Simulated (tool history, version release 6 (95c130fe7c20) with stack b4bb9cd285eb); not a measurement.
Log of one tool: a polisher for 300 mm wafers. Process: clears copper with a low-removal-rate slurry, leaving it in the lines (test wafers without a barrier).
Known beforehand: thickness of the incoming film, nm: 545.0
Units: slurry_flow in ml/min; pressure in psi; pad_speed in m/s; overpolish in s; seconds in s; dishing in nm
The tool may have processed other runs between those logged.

| run | hour | slurry_flow | pressure | pad_speed | slurry_solids | overpolish | seconds | dishing |
|---|---|---|---|---|---|---|---|---|
| 1 | 0.0 | 320 | 4.1 | 1.16 | 1.0 | 24 | 131.17 | 65.122 |
| 2 | 8.6 | 320 | 4.1 | 1.16 | 1.0 | 17 | 129.38 | 50.454 |
| 3 | 10.1 | 320 | 4.4 | 1.16 | 1.0 | 19 | 123.66 | 56.686 |
| 4 | 14.3 | 320 | 4.0 | 1.16 | 1.0 | 19 | 129.76 | 52.454 |
| 5 | 19.0 | 320 | 4.4 | 1.16 | 1.0 | 20 | 121.03 | 57.752 |
| 6 | 21.9 | 320 | 4.6 | 1.18 | 1.0 | 22 | 116.18 | 67.338 |
|  | 23.3 | slurry nozzle cleaned |
| 7 | 23.3 | 320 | 4.8 | 1.18 | 1.0 | 23 | 109.28 | 72.825 |

Forecast run 8:
| 8 | 29.6 | 320 | 4.9 | 1.18 | 1.0 | 24 | ? | ? |

seconds: 104.91 s
dishing: 76.176 nm
